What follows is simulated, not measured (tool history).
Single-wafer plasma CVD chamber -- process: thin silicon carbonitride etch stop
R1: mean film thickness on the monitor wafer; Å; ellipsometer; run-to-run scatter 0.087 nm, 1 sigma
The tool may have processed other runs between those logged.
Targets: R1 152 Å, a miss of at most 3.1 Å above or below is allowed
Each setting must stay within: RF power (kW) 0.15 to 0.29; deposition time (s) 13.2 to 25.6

run 1 hour=0 | RF_power_(kW)=0.22 deposition_time_(s)=19.4 | R1=117.78
run 2 hour=1.7 | RF_power_(kW)=0.22 deposition_time_(s)=18.3 | R1=113.04
run 3 hour=3.3 | RF_power_(kW)=0.235 deposition_time_(s)=19.9 | R1=124.08
run 4 hour=5.9 | RF_power_(kW)=0.265 deposition_time_(s)=19.9 | R1=128.29
run 5 hour=14.3 | RF_power_(kW)=0.265 deposition_time_(s)=18.5 | R1=119.57
run 6 hour=21.8 | RF_power_(kW)=0.245 deposition_time_(s)=18.5 | R1=117.74
run 7 hour=25.8 | RF_power_(kW)=0.27 deposition_time_(s)=21.6 | R1=141.53
run 8 hour=28.4 | RF_power_(kW)=0.275 deposition_time_(s)=21.9 | R1=142.71
run 9 hour=36.5 | RF_power_(kW)=0.28 deposition_time_(s)=22.2 | R1=145.57
run 10 hour=44.9 | RF_power_(kW)=0.28 deposition_time_(s)=22.4 | R1=148.21
run 11 hour=51.6 | RF_power_(kW)=0.28 deposition_time_(s)=22.5 | R1=148.13

Exercise: of the 4 proposed moves below, exactly one satisfies all targets within the stated allowed misses. Which move is it?
run A hour=58.3 | RF_power_(kW)=0.265 deposition_time_(s)=23.4 | R1=?
run B hour=58.3 | RF_power_(kW)=0.29 deposition_time_(s)=21.9 | R1=?
run C hour=58.3 | RF_power_(kW)=0.275 deposition_time_(s)=22 | R1=?
run D hour=58.3 | RF_power_(kW)=0.275 deposition_time_(s)=21.7 | R1=?

move=A R1=149.97
move=B R1=144.09
move=C R1=142.53
move=D R1=140.58
A: all results in spec
B: moves away from the targets compared with the last run
C: moves away from the targets compared with the last run
D: moves away from the targets compared with the last run
Correct choice: A, which meets every target
